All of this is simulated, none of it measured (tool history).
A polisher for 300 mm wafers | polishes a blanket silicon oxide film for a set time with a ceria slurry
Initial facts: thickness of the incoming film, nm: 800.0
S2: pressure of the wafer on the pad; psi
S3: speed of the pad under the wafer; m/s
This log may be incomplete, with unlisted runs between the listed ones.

Run 1, day 0.000: flow of slurry (ml/min) 260, S2 4.0 psi, S3 1.14 m/s, polishing time (s) 56. Result: film removed (nm) 405.13.
Run 2, day 0.188: flow of slurry (ml/min) 260, S2 3.7 psi, S3 1.14 m/s, polishing time (s) 56. Result: film removed (nm) 392.56.
Run 3, day 0.292: flow of slurry (ml/min) 235, S2 3.7 psi, S3 1.14 m/s, polishing time (s) 56. Result: film removed (nm) 380.79.
Run 4, day 0.458: flow of slurry (ml/min) 235, S2 3.7 psi, S3 1.14 m/s, polishing time (s) 58. Result: film removed (nm) 396.53.
Run 5, day 0.658: flow of slurry (ml/min) 235, S2 3.3 psi, S3 1.14 m/s, polishing time (s) 58. Result: film removed (nm) 362.34.
Run 6, day 0.704: flow of slurry (ml/min) 235, S2 3.3 psi, S3 1.14 m/s, polishing time (s) 56. Result: film removed (nm) 356.64.
Run 7, day 0.950: flow of slurry (ml/min) 235, S2 3.1 psi, S3 1.14 m/s, polishing time (s) 56. Result: film removed (nm) 343.19.

Forecast run 8:
Run 8, day 1.238: flow of slurry (ml/min) 235, S2 2.9 psi, S3 1.14 m/s, polishing time (s) 56. Result: film removed (nm) ?.

{"run 8": {"film removed (nm)": 325.57}}
